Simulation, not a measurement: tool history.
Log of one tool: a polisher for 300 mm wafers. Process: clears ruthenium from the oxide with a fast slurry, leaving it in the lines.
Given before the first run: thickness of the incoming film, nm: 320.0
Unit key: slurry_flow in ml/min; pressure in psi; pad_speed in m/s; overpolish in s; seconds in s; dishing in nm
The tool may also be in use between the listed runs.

Run 1, hour 0.0: slurry_flow 155 ml/min, pressure 3.2 psi, pad_speed 0.86 m/s, slurry_solids 1.00, overpolish 24 s. Result: seconds 83.700 s, dishing 42.134 nm.
Run 2, hour 6.9: slurry_flow 135 ml/min, pressure 3.2 psi, pad_speed 0.86 m/s, slurry_solids 1.00, overpolish 24 s. Result: seconds 86.537 s, dishing 43.217 nm.
Run 3, hour 14.9: slurry_flow 150 ml/min, pressure 3.0 psi, pad_speed 0.86 m/s, slurry_solids 1.00, overpolish 22 s. Result: seconds 88.498 s, dishing 39.754 nm.
Run 4, hour 15.5: slurry_flow 165 ml/min, pressure 2.8 psi, pad_speed 0.86 m/s, slurry_solids 1.00, overpolish 20 s. Result: seconds 93.903 s, dishing 37.040 nm.
Run 5, hour 21.3: slurry_flow 205 ml/min, pressure 2.8 psi, pad_speed 0.86 m/s, slurry_solids 1.00, overpolish 20 s. Result: seconds 91.886 s, dishing 38.347 nm.
Run 6, hour 27.8: slurry_flow 235 ml/min, pressure 2.8 psi, pad_speed 0.86 m/s, slurry_solids 1.00, overpolish 20 s. Result: seconds 88.651 s, dishing 37.734 nm.
Run 7, hour 36.5: slurry_flow 235 ml/min, pressure 2.9 psi, pad_speed 0.80 m/s, slurry_solids 1.00, overpolish 18 s. Result: seconds 94.350 s, dishing 33.832 nm.
Run 8, hour 44.2: slurry_flow 235 ml/min, pressure 2.9 psi, pad_speed 0.80 m/s, slurry_solids 1.00, overpolish 18 s. Result: seconds 95.825 s, dishing 33.499 nm.
Run 9, hour 50.7: slurry_flow 235 ml/min, pressure 3.0 psi, pad_speed 0.74 m/s, slurry_solids 1.05, overpolish 16 s. Result: seconds 92.213 s, dishing 31.014 nm.

Predict the results of run 10:
Run 10, hour 55.5: slurry_flow 235 ml/min, pressure 2.9 psi, pad_speed 0.72 m/s, slurry_solids 1.10, overpolish 15 s. Result: seconds ?, dishing ?.

Run 10 came out at seconds 98.448 s, dishing 29.136 nm.
